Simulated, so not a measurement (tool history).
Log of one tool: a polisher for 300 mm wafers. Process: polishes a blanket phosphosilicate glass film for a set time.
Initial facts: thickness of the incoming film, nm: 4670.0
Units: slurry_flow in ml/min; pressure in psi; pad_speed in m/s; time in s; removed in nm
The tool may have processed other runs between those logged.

run	hour	slurry_flow	pressure	pad_speed	slurry_solids	time	removed
1	0.0	190	3.8	1.08	1.00	121	1062.00
2	3.9	185	3.1	0.90	0.95	121	748.25
3	4.8	180	2.7	0.76	0.90	121	580.83
4	13.5	180	2.7	0.76	0.80	121	527.48
5	16.9	180	2.7	0.76	0.65	121	421.81
6	19.1	180	2.7	0.90	0.65	121	455.20
7	23.9	180	2.4	0.90	0.65	121	418.46

Run 8, settings as shown, results not yet in. Your forecast:
8	28.5	180	2.2	0.90	0.65	121	?

removed: 389.51 nm

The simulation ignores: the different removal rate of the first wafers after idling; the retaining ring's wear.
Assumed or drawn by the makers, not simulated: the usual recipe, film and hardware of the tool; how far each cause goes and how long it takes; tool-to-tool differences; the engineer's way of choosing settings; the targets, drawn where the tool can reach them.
